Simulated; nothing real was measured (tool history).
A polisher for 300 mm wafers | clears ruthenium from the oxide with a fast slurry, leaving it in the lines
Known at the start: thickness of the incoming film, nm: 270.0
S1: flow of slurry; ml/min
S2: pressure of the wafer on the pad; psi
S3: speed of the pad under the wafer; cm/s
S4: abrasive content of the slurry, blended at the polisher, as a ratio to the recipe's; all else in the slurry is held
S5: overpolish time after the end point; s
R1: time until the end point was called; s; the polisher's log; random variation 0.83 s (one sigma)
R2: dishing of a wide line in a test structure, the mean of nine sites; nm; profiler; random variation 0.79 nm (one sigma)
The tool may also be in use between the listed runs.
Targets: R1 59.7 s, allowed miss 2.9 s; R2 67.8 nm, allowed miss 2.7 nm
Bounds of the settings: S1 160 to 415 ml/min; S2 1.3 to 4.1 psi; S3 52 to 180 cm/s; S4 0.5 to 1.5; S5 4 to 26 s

run	hour	S1	S2	S3	S4	S5	R1	R2
1	0	265	2.7	116	1	13	58.09	45.404
2	3.7	265	2.7	116	1	17	56.592	56.423
3	6.9	265	2.7	116	1	18	57.772	57.791
4	8.1	265	2.7	136	1	18	51.589	63.242
5	12.2	305	2.7	136	1	18	50.121	65.236
6	17.4	300	2.6	136	1	19	52.138	65.24
7	18.8	300	2.5	136	1	20	54.006	64.71
8	25.1	300	2.5	134	1	21	54.262	68.703
# hour 29.4: slurry blender recalibrated
9	29.4	295	2.2	134	1	22	55.095	69.804

4 next moves are on the table. One of them brings every result within its allowed miss. Which?
A	33.7	200	2.3	146	1.1	19	?	?
B	33.7	365	2.9	122	0.7	21	?	?
C	33.7	345	1.6	176	0.95	23	?	?
D	33.7	305	2.1	124	1.05	25	?	?

move	R1	R2
A	48.93	70.448
B	52.071	72.232
C	59.514	70.225
D	58.848	74.704
A: further off than the last run
B: further off than the last run
C: meets every target
D: brings the result that was furthest off to its target, and leaves another outside
Move C is the one to make.

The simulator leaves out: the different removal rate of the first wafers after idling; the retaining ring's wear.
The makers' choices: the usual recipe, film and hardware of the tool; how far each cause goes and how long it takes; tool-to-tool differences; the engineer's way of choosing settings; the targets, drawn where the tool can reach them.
